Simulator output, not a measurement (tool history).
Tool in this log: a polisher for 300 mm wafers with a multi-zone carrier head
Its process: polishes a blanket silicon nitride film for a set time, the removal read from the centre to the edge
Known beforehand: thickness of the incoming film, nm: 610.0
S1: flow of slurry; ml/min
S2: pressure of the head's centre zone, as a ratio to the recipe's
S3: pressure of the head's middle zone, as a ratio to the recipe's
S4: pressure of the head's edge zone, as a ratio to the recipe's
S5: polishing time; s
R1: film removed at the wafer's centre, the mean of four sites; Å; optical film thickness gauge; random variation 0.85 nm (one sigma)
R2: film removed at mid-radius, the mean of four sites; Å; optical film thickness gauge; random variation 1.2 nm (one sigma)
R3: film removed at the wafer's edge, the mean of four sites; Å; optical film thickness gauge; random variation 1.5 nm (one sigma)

| run | hour | S1 | S2 | S3 | S4 | S5 | R1 | R2 | R3 |
|---|---|---|---|---|---|---|---|---|---|
| 1 | 0.0 | 150 | 1.00 | 1.00 | 1.00 | 47 | 713.30 | 717.42 | 716.97 |
| 2 | 1.5 | 150 | 1.00 | 1.03 | 1.00 | 47 | 714.86 | 745.08 | 709.37 |
| 3 | 2.7 | 150 | 1.00 | 1.03 | 0.93 | 47 | 706.60 | 736.95 | 675.55 |
| 4 | 11.6 | 150 | 1.00 | 1.10 | 0.93 | 47 | 710.74 | 771.15 | 680.76 |
| 5 | 12.5 | 150 | 1.00 | 1.10 | 0.88 | 47 | 710.41 | 765.32 | 657.05 |
| 6 | 14.9 | 150 | 0.93 | 1.10 | 0.88 | 47 | 661.42 | 761.26 | 672.22 |
| 7 | 18.5 | 155 | 0.97 | 1.06 | 0.92 | 49 | 719.26 | 810.97 | 723.48 |
| 8 | 22.2 | 155 | 1.01 | 1.02 | 0.95 | 51 | 773.46 | 794.76 | 761.13 |

Expected results for the next run?
| 9 | 23.5 | 195 | 1.11 | 1.00 | 1.05 | 61 | ? | ? | ? |

R1: 1077.80 Å
R2: 985.39 Å
R3: 944.23 Å

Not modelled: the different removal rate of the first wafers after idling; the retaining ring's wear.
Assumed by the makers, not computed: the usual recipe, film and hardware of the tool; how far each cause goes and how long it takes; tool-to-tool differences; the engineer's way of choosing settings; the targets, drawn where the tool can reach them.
